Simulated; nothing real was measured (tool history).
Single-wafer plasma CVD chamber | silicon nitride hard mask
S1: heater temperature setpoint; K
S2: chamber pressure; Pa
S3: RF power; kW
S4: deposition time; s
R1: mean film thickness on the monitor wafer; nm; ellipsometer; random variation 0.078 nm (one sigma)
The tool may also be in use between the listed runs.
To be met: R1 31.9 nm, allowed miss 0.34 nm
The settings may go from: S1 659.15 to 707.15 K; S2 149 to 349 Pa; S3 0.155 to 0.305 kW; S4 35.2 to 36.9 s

run  hour      S1   S2    S3    S4      R1
  1     0  683.15  249  0.23  36.9  34.253
  2   6.3  683.15  249  0.23  35.2  32.709
  3    13  683.15  244  0.23  35.2  32.556
  4  15.7  683.15  271  0.23  35.2  33.456
  5  22.4  683.15  259  0.23  35.2  32.989
  6  30.2  683.15  251  0.23  35.2  32.577
  7  33.3  683.15  247  0.23  35.2  32.513
  8  36.1  683.15  243  0.23  35.2   32.44

5 next moves are on the table. One of them brings every result within its allowed miss. Which?
  A  38.9  689.15  213  0.235  35.8   ?
  B  38.9  690.15  259    0.2  35.5   ?
  C  38.9  684.15  243   0.21  35.5   ?
  D  38.9  695.15  241  0.235  35.5   ?
  E  38.9  679.15  229  0.215  35.6   ?

move      R1
   A  32.011
   B  30.835
   C  31.138
   D  32.815
   E  31.176
A: meets every target
B: takes the result that was furthest off past its target
C: takes the result that was furthest off past its target
D: further off than the last run
E: takes the result that was furthest off past its target
The right move is A.

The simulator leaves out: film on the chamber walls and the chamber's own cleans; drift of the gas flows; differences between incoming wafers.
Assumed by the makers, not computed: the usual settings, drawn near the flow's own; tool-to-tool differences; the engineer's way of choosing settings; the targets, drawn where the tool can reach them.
